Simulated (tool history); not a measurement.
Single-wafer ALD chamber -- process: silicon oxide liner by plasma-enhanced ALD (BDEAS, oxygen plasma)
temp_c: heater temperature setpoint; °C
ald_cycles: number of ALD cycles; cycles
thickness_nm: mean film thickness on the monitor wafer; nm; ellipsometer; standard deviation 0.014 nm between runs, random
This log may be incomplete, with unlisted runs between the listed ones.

run 1 hour=0 | temp_c=315 ald_cycles=79 | thickness_nm=6.9273
run 2 hour=7.3 | temp_c=315 ald_cycles=87 | thickness_nm=7.6161
run 3 hour=8.1 | temp_c=315 ald_cycles=79 | thickness_nm=6.924
run 4 hour=14.5 | temp_c=315 ald_cycles=88 | thickness_nm=7.7264
run 5 hour=23.4 | temp_c=324 ald_cycles=88 | thickness_nm=7.6238
-- hour=24.4 thermocouple changed; heater temperature recalibrated
run 6 hour=24.4 | temp_c=313 ald_cycles=88 | thickness_nm=7.7434
run 7 hour=29.5 | temp_c=313 ald_cycles=88 | thickness_nm=7.7537
run 8 hour=31.6 | temp_c=314 ald_cycles=85 | thickness_nm=7.4886
run 9 hour=32.8 | temp_c=315 ald_cycles=83 | thickness_nm=7.3392

Estimate the outcome of run 10 from the log above:
run 10 hour=40.4 | temp_c=316 ald_cycles=81 | thickness_nm=?

thickness_nm: 7.116 nm

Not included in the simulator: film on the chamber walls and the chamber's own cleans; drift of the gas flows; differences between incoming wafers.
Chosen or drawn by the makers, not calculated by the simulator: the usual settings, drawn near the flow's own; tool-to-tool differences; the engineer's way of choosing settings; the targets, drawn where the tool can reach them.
